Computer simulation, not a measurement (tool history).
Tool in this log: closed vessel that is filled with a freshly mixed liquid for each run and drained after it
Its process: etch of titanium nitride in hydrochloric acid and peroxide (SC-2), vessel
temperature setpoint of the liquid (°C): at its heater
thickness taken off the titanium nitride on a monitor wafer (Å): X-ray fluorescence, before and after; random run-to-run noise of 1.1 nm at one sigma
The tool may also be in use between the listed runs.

run,hour,temperature setpoint of the liquid (°C),parts of water to one part each of 37 % hydrochloric acid and 30 % peroxide (parts by volume),time in the liquid (s),thickness taken off the titanium nitride on a monitor wafer (Å)
1,0.0,61.0,9,870,741.18
2,4.9,64.5,9,870,903.74
3,10.6,59.0,9,870,641.14
4,17.0,59.0,9,870,647.40
5,23.2,63.0,9,870,822.28
6,25.5,66.0,9,870,990.11

Run 7, settings as shown, results not yet in. Your forecast:
7,28.6,66.0,9,870,?

Run 7 gave thickness taken off the titanium nitride on a monitor wafer (Å) 995.71.
